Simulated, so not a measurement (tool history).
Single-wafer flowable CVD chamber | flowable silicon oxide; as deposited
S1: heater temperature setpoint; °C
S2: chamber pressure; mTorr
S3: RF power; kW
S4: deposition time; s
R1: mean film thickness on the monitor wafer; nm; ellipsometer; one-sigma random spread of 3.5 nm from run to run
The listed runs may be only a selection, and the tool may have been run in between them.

{"run": 1, "hour": 0.0, "S1": 110, "S2": 784, "S3": 1.56, "S4": 851, "R1": 421.8}
{"run": 2, "hour": 5.3, "S1": 110, "S2": 784, "S3": 1.56, "S4": 851, "R1": 421.49}
{"run": 3, "hour": 8.9, "S1": 110, "S2": 839, "S3": 1.56, "S4": 851, "R1": 445.19}
{"run": 4, "hour": 10.0, "S1": 110, "S2": 839, "S3": 1.56, "S4": 851, "R1": 447.25}
{"run": 5, "hour": 14.2, "S1": 110, "S2": 839, "S3": 1.44, "S4": 851, "R1": 439.96}
{"run": 6, "hour": 15.4, "S1": 120, "S2": 839, "S3": 1.44, "S4": 851, "R1": 306.75}
{"run": 7, "hour": 24.3, "S1": 114, "S2": 840, "S3": 1.44, "S4": 851, "R1": 379.83}
{"run": 8, "hour": 28.2, "S1": 110, "S2": 841, "S3": 1.44, "S4": 851, "R1": 447.69}
{"run": 9, "hour": 34.7, "S1": 107, "S2": 841, "S3": 1.44, "S4": 851, "R1": 494.06}

For run 10, what comes out?
{"run": 10, "hour": 42.3, "S1": 105, "S2": 841, "S3": 1.44, "S4": 851, "R1": "?"}

Run 10 yielded R1 533.32 nm.
